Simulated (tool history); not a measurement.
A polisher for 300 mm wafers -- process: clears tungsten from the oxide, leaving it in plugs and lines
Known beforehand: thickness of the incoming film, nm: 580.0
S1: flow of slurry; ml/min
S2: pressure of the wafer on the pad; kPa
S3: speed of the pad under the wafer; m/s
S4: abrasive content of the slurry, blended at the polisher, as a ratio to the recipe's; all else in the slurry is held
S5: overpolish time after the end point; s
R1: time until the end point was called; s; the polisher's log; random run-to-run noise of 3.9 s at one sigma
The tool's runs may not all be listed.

run,hour,S1,S2,S3,S4,S5,R1
1,0,135,31.7,1.18,1,8,79.76
2,5.8,155,31.7,1.18,1,8,79.925
3,13,155,29.6,1.12,1,8,88.658
4,21,155,29.6,1.12,1,8,92.328
5,27.1,155,29.6,1.12,0.9,8,87.861
6,33.6,155,27.6,1.06,0.9,8,102.06
7,36,155,26.2,1.02,0.9,8,109.88
8,38.3,155,24.8,0.98,0.9,8,120.61
9,41.8,155,23.4,0.96,0.9,8,126.3
10,43,155,22.1,0.94,0.9,8,138.38
11,48.1,155,22.1,0.94,0.9,8,146.37
12,54.3,155,21.4,0.94,0.9,8,141.82
13,61.2,155,20.7,0.92,0.9,8,154.73
14,65.9,155,20,0.92,0.9,8,161.51

Run 15 is up next; what results do you expect?
15,71.4,155,19.3,0.92,0.9,8,?

{"run 15": {"R1": 169.91}}
